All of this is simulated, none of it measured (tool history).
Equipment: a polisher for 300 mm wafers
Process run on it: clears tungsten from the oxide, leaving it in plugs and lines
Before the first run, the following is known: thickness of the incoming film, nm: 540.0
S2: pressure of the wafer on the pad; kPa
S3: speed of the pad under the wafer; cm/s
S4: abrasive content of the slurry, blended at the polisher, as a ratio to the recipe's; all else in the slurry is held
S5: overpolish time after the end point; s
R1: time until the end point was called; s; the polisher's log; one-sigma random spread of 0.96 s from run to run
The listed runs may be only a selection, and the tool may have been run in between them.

run 1 day=0.000 | flow_of_slurry_(ml/min)=215 S2=24.8 S3=132 S4=1.0 S5=15 | R1=112.970
run 2 day=0.350 | flow_of_slurry_(ml/min)=215 S2=27.6 S3=132 S4=1.0 S5=15 | R1=103.970
run 3 day=0.517 | flow_of_slurry_(ml/min)=215 S2=29.0 S3=132 S4=1.0 S5=15 | R1=100.120
run 4 day=0.792 | flow_of_slurry_(ml/min)=215 S2=29.0 S3=132 S4=1.0 S5=15 | R1=97.239
run 5 day=1.058 | flow_of_slurry_(ml/min)=215 S2=29.0 S3=132 S4=1.0 S5=16 | R1=99.159
run 6 day=1.242 | flow_of_slurry_(ml/min)=170 S2=29.0 S3=132 S4=1.0 S5=16 | R1=103.550
run 7 day=1.296 | flow_of_slurry_(ml/min)=175 S2=30.3 S3=132 S4=1.0 S5=16 | R1=95.715
run 8 day=1.612 | flow_of_slurry_(ml/min)=175 S2=30.3 S3=132 S4=1.0 S5=16 | R1=96.904
run 9 day=1.962 | flow_of_slurry_(ml/min)=175 S2=31.0 S3=132 S4=1.0 S5=16 | R1=96.885
run 10 day=2.017 | flow_of_slurry_(ml/min)=180 S2=31.7 S3=134 S4=1.0 S5=16 | R1=90.858
run 11 day=2.371 | flow_of_slurry_(ml/min)=180 S2=32.4 S3=134 S4=1.0 S5=16 | R1=88.617
run 12 day=2.396 | flow_of_slurry_(ml/min)=180 S2=33.1 S3=134 S4=1.0 S5=16 | R1=87.652
run 13 day=2.625 | flow_of_slurry_(ml/min)=180 S2=33.8 S3=134 S4=1.0 S5=16 | R1=86.153

For run 14, what comes out?
run 14 day=2.850 | flow_of_slurry_(ml/min)=180 S2=34.5 S3=134 S4=1.0 S5=16 | R1=?

R1: 83.957 s

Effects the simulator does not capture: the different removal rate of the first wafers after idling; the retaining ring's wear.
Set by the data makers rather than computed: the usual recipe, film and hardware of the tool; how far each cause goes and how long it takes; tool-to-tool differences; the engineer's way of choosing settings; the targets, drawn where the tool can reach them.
